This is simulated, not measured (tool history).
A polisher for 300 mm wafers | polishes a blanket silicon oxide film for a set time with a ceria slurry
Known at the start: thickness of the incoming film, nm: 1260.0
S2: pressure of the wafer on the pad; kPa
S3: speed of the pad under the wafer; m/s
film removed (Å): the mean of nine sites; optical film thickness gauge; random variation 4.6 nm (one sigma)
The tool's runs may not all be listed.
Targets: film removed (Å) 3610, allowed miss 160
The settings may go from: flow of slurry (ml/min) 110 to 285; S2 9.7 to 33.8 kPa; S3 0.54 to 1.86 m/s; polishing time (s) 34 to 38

run 1 day=0 | flow_of_slurry_(ml/min)=180 S2=21.4 S3=1.18 polishing_time_(s)=38 | film_removed_(Å)=1821.9
run 2 day=0.25 | flow_of_slurry_(ml/min)=180 S2=21.4 S3=0.9 polishing_time_(s)=38 | film_removed_(Å)=1417.7
run 3 day=0.475 | flow_of_slurry_(ml/min)=180 S2=21.4 S3=1.1 polishing_time_(s)=38 | film_removed_(Å)=1697.6
run 4 day=0.754 | flow_of_slurry_(ml/min)=180 S2=21.4 S3=1.1 polishing_time_(s)=34 | film_removed_(Å)=1482.5
run 5 day=1.121 | flow_of_slurry_(ml/min)=180 S2=21.4 S3=1.1 polishing_time_(s)=38 | film_removed_(Å)=1728
run 6 day=1.146 | flow_of_slurry_(ml/min)=180 S2=23.4 S3=1.14 polishing_time_(s)=38 | film_removed_(Å)=1884.6
run 7 day=1.483 | flow_of_slurry_(ml/min)=180 S2=25.5 S3=1.2 polishing_time_(s)=38 | film_removed_(Å)=2139.6
run 8 day=1.525 | flow_of_slurry_(ml/min)=180 S2=26.9 S3=1.24 polishing_time_(s)=38 | film_removed_(Å)=2343

Which of these 5 next moves meets every target?
run A day=1.567 | flow_of_slurry_(ml/min)=180 S2=24.1 S3=1.06 polishing_time_(s)=34 | film_removed_(Å)=?
run B day=1.567 | flow_of_slurry_(ml/min)=205 S2=29.6 S3=1.32 polishing_time_(s)=37 | film_removed_(Å)=?
run C day=1.567 | flow_of_slurry_(ml/min)=140 S2=29.6 S3=1.74 polishing_time_(s)=38 | film_removed_(Å)=?
run D day=1.567 | flow_of_slurry_(ml/min)=175 S2=24.8 S3=1.12 polishing_time_(s)=34 | film_removed_(Å)=?
run E day=1.567 | flow_of_slurry_(ml/min)=205 S2=27.6 S3=0.98 polishing_time_(s)=34 | film_removed_(Å)=?

move=A film_removed_(Å)=1688.3
move=B film_removed_(Å)=2817.6
move=C film_removed_(Å)=3629
move=D film_removed_(Å)=1824.4
move=E film_removed_(Å)=1807.8
A: further off than the last run
B: nearer than the last run, and not there yet
C: meets every target
D: further off than the last run
E: further off than the last run
Answer: C
